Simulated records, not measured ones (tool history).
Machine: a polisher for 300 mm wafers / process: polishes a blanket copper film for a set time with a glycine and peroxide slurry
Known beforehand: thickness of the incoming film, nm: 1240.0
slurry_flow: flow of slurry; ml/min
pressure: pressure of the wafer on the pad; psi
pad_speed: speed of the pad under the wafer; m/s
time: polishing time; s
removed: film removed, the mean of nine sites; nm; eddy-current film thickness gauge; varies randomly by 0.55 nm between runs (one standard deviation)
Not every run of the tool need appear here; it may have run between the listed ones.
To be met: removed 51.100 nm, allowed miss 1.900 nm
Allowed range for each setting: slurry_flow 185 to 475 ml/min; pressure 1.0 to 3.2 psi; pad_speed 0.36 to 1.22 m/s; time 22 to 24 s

run  hour  slurry_flow  pressure  pad_speed  time  removed
  1   0.0          305       2.1       0.78    24   82.789
  2   4.4          305       2.5       0.78    24   94.373
  3   7.7          305       2.4       0.76    24   89.704
  4  12.4          305       2.3       0.74    24   85.410
  5  16.4          305       2.2       0.72    24   80.980
  6  21.7          305       2.1       0.72    24   78.097
     23.1  -- head pressure recalibrated
  7  23.1          305       2.0       0.72    24   81.373
  8  32.0          300       1.9       0.68    24   73.272
  9  34.1          300       1.8       0.66    24   69.568
 10  37.7          300       1.7       0.64    24   65.058

Which single option among these 5 for the next run brings every result within its allowed miss of target? Just one does.
  A  41.3          385       1.7       0.48    22        ?
  B  41.3          310       1.4       0.66    23        ?
  C  41.3          265       1.7       0.64    22        ?
  D  41.3          365       1.9       0.46    23        ?
  E  41.3          325       1.9       0.76    24        ?

move  removed
   A   51.911
   B   57.373
   C   59.824
   D   56.275
   E   80.748
A: every result lands within tolerance
B: nearer than the last run, and not there yet
C: nearer than the last run, and not there yet
D: nearer than the last run, and not there yet
E: further off than the last run
A meets every target.

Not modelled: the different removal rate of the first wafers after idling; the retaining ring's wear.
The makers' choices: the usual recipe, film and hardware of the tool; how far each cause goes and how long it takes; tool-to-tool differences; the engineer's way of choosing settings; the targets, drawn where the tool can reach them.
